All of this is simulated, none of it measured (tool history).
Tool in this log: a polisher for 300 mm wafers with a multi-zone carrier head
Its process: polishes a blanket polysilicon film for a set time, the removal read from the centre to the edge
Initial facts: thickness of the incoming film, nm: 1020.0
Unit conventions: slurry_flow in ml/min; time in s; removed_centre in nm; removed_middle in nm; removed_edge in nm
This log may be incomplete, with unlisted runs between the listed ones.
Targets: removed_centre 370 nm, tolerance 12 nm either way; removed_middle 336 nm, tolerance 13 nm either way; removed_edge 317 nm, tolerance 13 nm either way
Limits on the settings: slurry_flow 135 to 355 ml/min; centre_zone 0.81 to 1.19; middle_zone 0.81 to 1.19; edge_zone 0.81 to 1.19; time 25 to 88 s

{"run": 1, "hour": 0.0, "slurry_flow": 225, "centre_zone": 1, "middle_zone": 1, "edge_zone": 1, "time": 56, "removed_centre": 404.4, "removed_middle": 390.26, "removed_edge": 391.37}
{"run": 2, "hour": 6.5, "slurry_flow": 225, "centre_zone": 0.92, "middle_zone": 1, "edge_zone": 1, "time": 56, "removed_centre": 369.72, "removed_middle": 399.75, "removed_edge": 393.1}
{"run": 3, "hour": 10.2, "slurry_flow": 220, "centre_zone": 0.94, "middle_zone": 0.99, "edge_zone": 0.97, "time": 55, "removed_centre": 374.31, "removed_middle": 381.19, "removed_edge": 377.04}
{"run": 4, "hour": 15.6, "slurry_flow": 220, "centre_zone": 1.02, "middle_zone": 0.99, "edge_zone": 0.97, "time": 55, "removed_centre": 406.87, "removed_middle": 378.49, "removed_edge": 386.14}
{"run": 5, "hour": 21.4, "slurry_flow": 255, "centre_zone": 1.02, "middle_zone": 0.99, "edge_zone": 0.97, "time": 55, "removed_centre": 416.16, "removed_middle": 377.46, "removed_edge": 388.83}
{"run": 6, "hour": 26.9, "slurry_flow": 250, "centre_zone": 1.02, "middle_zone": 1, "edge_zone": 0.94, "time": 53, "removed_centre": 399.85, "removed_middle": 375.94, "removed_edge": 357.42}
{"run": 7, "hour": 33.8, "slurry_flow": 245, "centre_zone": 1.02, "middle_zone": 0.99, "edge_zone": 0.92, "time": 52, "removed_centre": 381.1, "removed_middle": 361.38, "removed_edge": 364.52}
{"run": 8, "hour": 38.2, "slurry_flow": 250, "centre_zone": 1.04, "middle_zone": 1, "edge_zone": 0.92, "time": 50, "removed_centre": 372.08, "removed_middle": 349.94, "removed_edge": 339.57}
{"run": 9, "hour": 42.0, "slurry_flow": 255, "centre_zone": 1.05, "middle_zone": 1, "edge_zone": 0.91, "time": 49, "removed_centre": 376.82, "removed_middle": 347.96, "removed_edge": 326.49}

4 candidate next runs follow, results not yet known. Just one meets every target within its allowed miss. Identify it.
{"run": "A", "hour": 45.8, "slurry_flow": 305, "centre_zone": 1.12, "middle_zone": 1.09, "edge_zone": 0.99, "time": 44, "removed_centre": "?", "removed_middle": "?", "removed_edge": "?"}
{"run": "B", "hour": 45.8, "slurry_flow": 355, "centre_zone": 1.1, "middle_zone": 1.14, "edge_zone": 0.85, "time": 45, "removed_centre": "?", "removed_middle": "?", "removed_edge": "?"}
{"run": "C", "hour": 45.8, "slurry_flow": 290, "centre_zone": 1.05, "middle_zone": 1.13, "edge_zone": 0.97, "time": 46, "removed_centre": "?", "removed_middle": "?", "removed_edge": "?"}
{"run": "D", "hour": 45.8, "slurry_flow": 215, "centre_zone": 0.97, "middle_zone": 1.02, "edge_zone": 0.89, "time": 53, "removed_centre": "?", "removed_middle": "?", "removed_edge": "?"}

move=A removed_centre=376 removed_middle=342.05 removed_edge=316.14
move=B removed_centre=383.47 removed_middle=366.76 removed_edge=304.29
move=C removed_centre=366.4 removed_middle=365.58 removed_edge=325.89
move=D removed_centre=374.39 removed_middle=377.16 removed_edge=351.56
A: all results land within tolerance of their targets
B: further off than the last run
C: further off than the last run
D: further off than the last run
A meets every target.
